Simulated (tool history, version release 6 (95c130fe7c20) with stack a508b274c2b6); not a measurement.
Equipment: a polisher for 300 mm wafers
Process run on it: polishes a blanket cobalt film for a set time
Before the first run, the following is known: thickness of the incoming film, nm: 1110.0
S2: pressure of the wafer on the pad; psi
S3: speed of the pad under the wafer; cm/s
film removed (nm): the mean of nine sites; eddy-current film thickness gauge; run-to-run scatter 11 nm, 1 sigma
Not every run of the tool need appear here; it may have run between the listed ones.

run 1 hour=0 | flow_of_slurry_(ml/min)=240 S2=2.3 S3=102 polishing_time_(s)=90 | film_removed_(nm)=492.6
run 2 hour=0.8 | flow_of_slurry_(ml/min)=240 S2=2.5 S3=102 polishing_time_(s)=90 | film_removed_(nm)=525.53
run 3 hour=2 | flow_of_slurry_(ml/min)=240 S2=2.6 S3=102 polishing_time_(s)=90 | film_removed_(nm)=548.93
run 4 hour=8.2 | flow_of_slurry_(ml/min)=240 S2=2.7 S3=102 polishing_time_(s)=90 | film_removed_(nm)=568.94
run 5 hour=10.2 | flow_of_slurry_(ml/min)=240 S2=2.7 S3=92 polishing_time_(s)=90 | film_removed_(nm)=499.89
run 6 hour=12.1 | flow_of_slurry_(ml/min)=240 S2=2.8 S3=94 polishing_time_(s)=90 | film_removed_(nm)=514.5
run 7 hour=19.9 | flow_of_slurry_(ml/min)=240 S2=2.9 S3=96 polishing_time_(s)=90 | film_removed_(nm)=573.25

Expected results for the next run?
run 8 hour=23.9 | flow_of_slurry_(ml/min)=240 S2=3 S3=96 polishing_time_(s)=90 | film_removed_(nm)=?

Run 8 produced film removed (nm) 581.16.
